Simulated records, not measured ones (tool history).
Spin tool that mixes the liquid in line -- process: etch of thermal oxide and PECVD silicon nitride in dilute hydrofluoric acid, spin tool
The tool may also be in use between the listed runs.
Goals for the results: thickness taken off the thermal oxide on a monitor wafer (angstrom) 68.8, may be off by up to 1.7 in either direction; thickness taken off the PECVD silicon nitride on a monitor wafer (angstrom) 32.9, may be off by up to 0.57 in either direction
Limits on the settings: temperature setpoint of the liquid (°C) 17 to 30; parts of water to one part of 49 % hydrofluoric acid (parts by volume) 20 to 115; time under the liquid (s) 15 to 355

| run | hour | temperature setpoint of the liquid (°C) | parts of water to one part of 49 % hydrofluoric acid (parts by volume) | time under the liquid (s) | thickness taken off the thermal oxide on a monitor wafer (angstrom) | thickness taken off the PECVD silicon nitride on a monitor wafer (angstrom) |
|---|---|---|---|---|---|---|
| 1 | 0 | 22 | 65 | 180 | 127.89 | 69.872 |
| 2 | 5.2 | 22 | 65 | 255 | 182.35 | 99.089 |
| 3 | 7.8 | 22 | 65 | 215 | 152.9 | 83.427 |
| 4 | 12.8 | 20.5 | 75 | 210 | 119.47 | 64.049 |
| 5 | 14.3 | 20.5 | 75 | 165 | 94.426 | 50.554 |
| 6 | 22.7 | 18.5 | 75 | 165 | 85.584 | 43.716 |
| 7 | 27.7 | 17 | 85 | 155 | 66.319 | 32.897 |
| 8 | 31.1 | 17 | 85 | 150 | 64.328 | 31.672 |
| 9 | 33.6 | 17 | 80 | 150 | 68.53 | 33.702 |
| 10 | 41.3 | 17 | 80 | 145 | 66.12 | 32.475 |

Which one of the following 5 next-run settings gets every result inside its allowed miss? There is exactly one.
| A | 49 | 19.5 | 80 | 125 | ? | ? |
| B | 49 | 19.5 | 75 | 120 | ? | ? |
| C | 49 | 19 | 75 | 120 | ? | ? |
| D | 49 | 18.5 | 80 | 130 | ? | ? |
| E | 49 | 17 | 65 | 120 | ? | ? |

| move | thickness taken off the thermal oxide on a monitor wafer (angstrom) | thickness taken off the PECVD silicon nitride on a monitor wafer (angstrom) |
|---|---|---|
| A | 63.983 | 33.408 |
| B | 65.894 | 34.154 |
| C | 64.524 | 32.993 |
| D | 63.807 | 32.422 |
| E | 69.137 | 32.963 |
A: lands further from the targets than the last run did
B: lands further from the targets than the last run did
C: lands further from the targets than the last run did
D: lands further from the targets than the last run did
E: all results land within tolerance of their targets
The move that meets every target is E.
